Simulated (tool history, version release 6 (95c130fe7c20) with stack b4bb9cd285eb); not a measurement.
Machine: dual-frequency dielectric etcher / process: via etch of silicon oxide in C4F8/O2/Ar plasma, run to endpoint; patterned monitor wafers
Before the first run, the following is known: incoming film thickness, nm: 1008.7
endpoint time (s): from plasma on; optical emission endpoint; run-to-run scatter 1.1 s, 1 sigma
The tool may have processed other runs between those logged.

run 1 day=0 | source_power_(kW)=1.51 bias_power_(kW)=2.57 | endpoint_time_(s)=215.71
run 2 day=0.167 | source_power_(kW)=1.51 bias_power_(kW)=2.131 | endpoint_time_(s)=228.33
run 3 day=0.388 | source_power_(kW)=1.4 bias_power_(kW)=2.11 | endpoint_time_(s)=239.82
run 4 day=0.667 | source_power_(kW)=1.4 bias_power_(kW)=1.709 | endpoint_time_(s)=254.36
run 5 day=0.85 | source_power_(kW)=1.38 bias_power_(kW)=1.706 | endpoint_time_(s)=256.52
run 6 day=0.983 | source_power_(kW)=1.38 bias_power_(kW)=2.034 | endpoint_time_(s)=244.03

Run 7 has not been measured yet. What should we expect?
run 7 day=1.262 | source_power_(kW)=1.33 bias_power_(kW)=2.028 | endpoint_time_(s)=?

endpoint time (s): 246.58
